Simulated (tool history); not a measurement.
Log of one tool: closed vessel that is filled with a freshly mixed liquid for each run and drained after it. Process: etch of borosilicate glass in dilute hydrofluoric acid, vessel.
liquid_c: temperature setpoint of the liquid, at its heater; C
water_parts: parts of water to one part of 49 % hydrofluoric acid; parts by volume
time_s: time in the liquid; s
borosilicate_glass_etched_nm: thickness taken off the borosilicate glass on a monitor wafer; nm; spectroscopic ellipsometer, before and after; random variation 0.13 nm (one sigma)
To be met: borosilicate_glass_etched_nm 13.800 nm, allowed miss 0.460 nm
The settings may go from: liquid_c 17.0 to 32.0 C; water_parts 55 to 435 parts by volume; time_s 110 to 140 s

run    day  liquid_c  water_parts  time_s  borosilicate_glass_etched_nm
  1  0.000      24.0          245     140                        24.954
  2  0.350      22.5          245     140                        23.430
  3  0.462      21.0          265     140                        20.744
  4  0.662      21.0          210     140                        27.183
  5  1.017      22.5          210     140                        28.028
  6  1.058      22.5          210     110                        22.971
  7  1.279      21.0          240     110                        18.006
  8  1.525      20.0          245     110                        17.063
  9  1.654      20.0          245     110                        17.372
 10  1.879      19.0          250     110                        15.908
 11  2.212      18.5          250     110                        15.596
     2.379  -- hydrofluoric acid flow meter replaced
 12  2.379      17.0          265     110                        12.069
 13  2.533      17.5          265     110                        12.581
 14  2.879      18.0          265     110                        12.831

Which of these 5 next moves meets every target?
  A  3.225      19.0          270     110                             ?
  B  3.225      19.0          295     125                             ?
  C  3.225      17.0          290     140                             ?
  D  3.225      23.0          275     115                             ?
  E  3.225      17.5          255     110                             ?

move  borosilicate_glass_etched_nm
   A                        12.911
   B                        13.134
   C                        13.940
   D                        15.271
   E                        13.085
A: nearer than the last run, and not there yet
B: nearer than the last run, and not there yet
C: meets every target
D: takes the result that was furthest off past its target
E: nearer than the last run, and not there yet
Answer: C
